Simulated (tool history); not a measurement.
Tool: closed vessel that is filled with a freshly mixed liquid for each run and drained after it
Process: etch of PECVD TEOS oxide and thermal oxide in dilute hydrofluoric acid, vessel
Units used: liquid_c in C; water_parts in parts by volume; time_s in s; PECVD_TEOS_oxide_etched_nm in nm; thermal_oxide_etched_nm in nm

run	hour	liquid_c	water_parts	time_s	PECVD_TEOS_oxide_etched_nm	thermal_oxide_etched_nm
1	0.0	25.0	145	290	30.890	10.055
2	6.0	26.5	145	290	32.157	10.654
3	7.8	25.0	145	290	31.234	10.070
4	9.1	28.5	145	290	34.950	11.342
5	14.5	28.5	145	390	46.747	15.397
6	19.5	27.5	145	390	45.360	14.942
7	28.0	26.5	145	390	44.096	14.185
8	31.1	26.0	145	390	43.753	13.942

Run 9, settings as shown, results not yet in. Your forecast:
9	33.7	26.0	145	390	?	?

{"run 9": {"PECVD_TEOS_oxide_etched_nm": 42.768, "thermal_oxide_etched_nm": 14.044}}

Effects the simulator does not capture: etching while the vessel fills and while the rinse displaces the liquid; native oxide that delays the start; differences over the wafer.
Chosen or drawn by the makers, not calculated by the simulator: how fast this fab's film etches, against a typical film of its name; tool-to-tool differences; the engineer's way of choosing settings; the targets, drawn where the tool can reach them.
